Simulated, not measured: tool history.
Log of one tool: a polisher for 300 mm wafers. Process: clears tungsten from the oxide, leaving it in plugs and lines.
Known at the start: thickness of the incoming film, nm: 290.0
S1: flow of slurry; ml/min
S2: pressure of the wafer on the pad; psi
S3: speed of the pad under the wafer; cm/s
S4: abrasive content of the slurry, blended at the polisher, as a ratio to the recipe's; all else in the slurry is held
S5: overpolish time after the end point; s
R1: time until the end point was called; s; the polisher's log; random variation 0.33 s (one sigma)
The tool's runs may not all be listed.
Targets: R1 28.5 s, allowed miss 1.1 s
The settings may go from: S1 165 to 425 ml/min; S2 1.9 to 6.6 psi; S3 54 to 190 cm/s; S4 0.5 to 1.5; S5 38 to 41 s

Run 1, hour 0: S1 275 ml/min, S2 4.2 psi, S3 122 cm/s, S4 1, S5 38 s. Result: R1 62.545 s.
Run 2, hour 0.7: S1 275 ml/min, S2 4.9 psi, S3 130 cm/s, S4 1, S5 38 s. Result: R1 50.903 s.
Run 3, hour 1.4: S1 275 ml/min, S2 5.4 psi, S3 138 cm/s, S4 1, S5 38 s. Result: R1 44.101 s.
Run 4, hour 2.9: S1 275 ml/min, S2 5.8 psi, S3 146 cm/s, S4 1, S5 38 s. Result: R1 39.438 s.
Run 5, hour 7: S1 275 ml/min, S2 6 psi, S3 154 cm/s, S4 1, S5 38 s. Result: R1 35.657 s.
Run 6, hour 13.5: S1 275 ml/min, S2 6.2 psi, S3 158 cm/s, S4 1, S5 38 s. Result: R1 33.856 s.
Run 7, hour 22.5: S1 275 ml/min, S2 6.3 psi, S3 162 cm/s, S4 1, S5 38 s. Result: R1 32.338 s.
Run 8, hour 30.8: S1 275 ml/min, S2 6.4 psi, S3 166 cm/s, S4 1, S5 38 s. Result: R1 30.739 s.
Run 9, hour 31.5: S1 275 ml/min, S2 6.5 psi, S3 168 cm/s, S4 1, S5 38 s. Result: R1 30.075 s.
Run 10, hour 32: S1 275 ml/min, S2 6.5 psi, S3 170 cm/s, S4 1, S5 38 s. Result: R1 30.448 s.
Run 11, hour 33.4: S1 275 ml/min, S2 6.5 psi, S3 172 cm/s, S4 1, S5 38 s. Result: R1 29.641 s.

5 next moves are on the table. One of them brings every result within its allowed miss. Which?
Run A, hour 34.8: S1 315 ml/min, S2 6.6 psi, S3 176 cm/s, S4 0.95, S5 38 s. Result: R1 ?.
Run B, hour 34.8: S1 285 ml/min, S2 6.5 psi, S3 188 cm/s, S4 1.15, S5 38 s. Result: R1 ?.
Run C, hour 34.8: S1 385 ml/min, S2 6.6 psi, S3 180 cm/s, S4 1.1, S5 38 s. Result: R1 ?.
Run D, hour 34.8: S1 255 ml/min, S2 6.5 psi, S3 188 cm/s, S4 1.1, S5 38 s. Result: R1 ?.
Run E, hour 34.8: S1 225 ml/min, S2 6.6 psi, S3 176 cm/s, S4 1.4, S5 41 s. Result: R1 ?.

move      R1
   A  28.651
   B  26.214
   C  26.591
   D  26.799
   E  26.749
A: meets every target
B: takes the result that was furthest off past its target
C: takes the result that was furthest off past its target
D: takes the result that was furthest off past its target
E: takes the result that was furthest off past its target
Answer: A

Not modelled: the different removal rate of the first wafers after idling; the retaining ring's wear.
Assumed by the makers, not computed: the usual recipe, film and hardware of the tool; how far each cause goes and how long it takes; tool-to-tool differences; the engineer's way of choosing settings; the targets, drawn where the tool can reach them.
